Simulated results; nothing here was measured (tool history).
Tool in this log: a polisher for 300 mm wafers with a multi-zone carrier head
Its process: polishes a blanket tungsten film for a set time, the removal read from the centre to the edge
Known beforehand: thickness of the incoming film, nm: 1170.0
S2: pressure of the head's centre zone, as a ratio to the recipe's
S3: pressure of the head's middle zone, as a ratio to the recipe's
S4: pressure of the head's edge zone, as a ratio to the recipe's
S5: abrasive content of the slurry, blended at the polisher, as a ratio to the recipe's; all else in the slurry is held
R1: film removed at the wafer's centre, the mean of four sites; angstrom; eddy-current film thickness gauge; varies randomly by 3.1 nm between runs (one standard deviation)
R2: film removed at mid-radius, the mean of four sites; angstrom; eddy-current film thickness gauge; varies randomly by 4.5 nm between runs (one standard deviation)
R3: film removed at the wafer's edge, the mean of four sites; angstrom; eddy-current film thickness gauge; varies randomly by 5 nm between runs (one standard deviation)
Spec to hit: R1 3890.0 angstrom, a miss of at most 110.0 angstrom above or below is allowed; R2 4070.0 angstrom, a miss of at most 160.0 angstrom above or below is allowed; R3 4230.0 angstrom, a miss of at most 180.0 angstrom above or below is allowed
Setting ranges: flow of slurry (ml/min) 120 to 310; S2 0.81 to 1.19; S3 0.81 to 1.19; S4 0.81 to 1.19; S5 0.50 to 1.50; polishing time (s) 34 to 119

Run 1, hour 0.0: flow of slurry (ml/min) 200, S2 1.00, S3 1.00, S4 1.00, S5 1.00, polishing time (s) 76. Result: R1 3274.0 angstrom, R2 3231.8 angstrom, R3 3119.5 angstrom.
Run 2, hour 6.2: flow of slurry (ml/min) 200, S2 1.00, S3 1.08, S4 1.00, S5 1.00, polishing time (s) 76. Result: R1 3320.9 angstrom, R2 3416.4 angstrom, R3 3171.7 angstrom.
Run 3, hour 11.0: flow of slurry (ml/min) 200, S2 0.95, S3 1.08, S4 1.00, S5 1.00, polishing time (s) 76. Result: R1 3187.6 angstrom, R2 3459.4 angstrom, R3 3097.0 angstrom.
Run 4, hour 16.7: flow of slurry (ml/min) 245, S2 0.95, S3 1.08, S4 1.00, S5 1.00, polishing time (s) 76. Result: R1 3244.7 angstrom, R2 3505.0 angstrom, R3 3334.0 angstrom.
Run 5, hour 22.8: flow of slurry (ml/min) 245, S2 0.95, S3 1.16, S4 1.00, S5 1.00, polishing time (s) 76. Result: R1 3245.5 angstrom, R2 3739.5 angstrom, R3 3259.6 angstrom.
Run 6, hour 27.6: flow of slurry (ml/min) 255, S2 0.96, S3 1.15, S4 1.03, S5 1.05, polishing time (s) 76. Result: R1 3353.2 angstrom, R2 3776.6 angstrom, R3 3302.3 angstrom.
Run 7, hour 32.3: flow of slurry (ml/min) 265, S2 0.95, S3 1.11, S4 1.03, S5 1.10, polishing time (s) 78. Result: R1 3433.6 angstrom, R2 3810.2 angstrom, R3 3585.1 angstrom.
Run 8, hour 37.1: flow of slurry (ml/min) 270, S2 0.96, S3 1.10, S4 1.04, S5 1.15, polishing time (s) 78. Result: R1 3498.4 angstrom, R2 3833.9 angstrom, R3 3548.8 angstrom.

Pick the move, out of 5, that brings all results within their allowed miss; only one does.
Run A, hour 41.9: flow of slurry (ml/min) 270, S2 0.91, S3 0.98, S4 1.06, S5 1.00, polishing time (s) 94. Result: R1 ?, R2 ?, R3 ?.
Run B, hour 41.9: flow of slurry (ml/min) 215, S2 0.91, S3 1.06, S4 1.04, S5 1.30, polishing time (s) 91. Result: R1 ?, R2 ?, R3 ?.
Run C, hour 41.9: flow of slurry (ml/min) 185, S2 1.10, S3 1.18, S4 1.01, S5 1.45, polishing time (s) 64. Result: R1 ?, R2 ?, R3 ?.
Run D, hour 41.9: flow of slurry (ml/min) 310, S2 0.90, S3 0.92, S4 1.04, S5 1.20, polishing time (s) 83. Result: R1 ?, R2 ?, R3 ?.
Run E, hour 41.9: flow of slurry (ml/min) 295, S2 0.94, S3 0.96, S4 1.04, S5 1.25, polishing time (s) 79. Result: R1 ?, R2 ?, R3 ?.

move      R1      R2      R3
   A  3832.4  4035.7  4194.2
   B  3850.3  4345.3  4211.8
   C  3287.6  3364.2  2948.1
   D  3565.5  3597.2  3894.1
   E  3565.6  3567.9  3730.4
A: all results in spec
B: brings the result that was furthest off to its target, and leaves another outside
C: misses by more than the last run did
D: closer than the last run, but not yet in spec
E: closer than the last run, but not yet in spec
Move A is the one to make.
